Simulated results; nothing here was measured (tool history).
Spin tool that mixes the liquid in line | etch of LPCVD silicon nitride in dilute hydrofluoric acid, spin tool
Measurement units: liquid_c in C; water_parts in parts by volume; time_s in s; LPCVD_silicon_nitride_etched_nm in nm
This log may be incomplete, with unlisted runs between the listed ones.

| run | hour | liquid_c | water_parts | time_s | LPCVD_silicon_nitride_etched_nm |
|---|---|---|---|---|---|
| 1 | 0 | 22 | 55 | 280 | 2.7046 |
| 2 | 8 | 20.5 | 55 | 280 | 2.5301 |
| 3 | 9.2 | 22 | 55 | 280 | 2.6255 |
| 4 | 11.9 | 20.5 | 55 | 280 | 2.4388 |
| 5 | 19.4 | 23.5 | 55 | 280 | 2.9331 |
| 6 | 21.4 | 23.5 | 55 | 300 | 3.3037 |
| 7 | 24.5 | 22 | 60 | 300 | 2.6765 |
| 8 | 28.9 | 21 | 60 | 300 | 2.5694 |
| 9 | 34.2 | 20 | 60 | 300 | 2.4578 |
| 10 | 35.9 | 19.5 | 60 | 300 | 2.3471 |
| 11 | 39.5 | 19 | 60 | 300 | 2.1358 |

For run 12, what comes out?
| 12 | 44.2 | 18.5 | 60 | 300 | ? |

Run 12 yielded LPCVD_silicon_nitride_etched_nm 2.0734 nm.
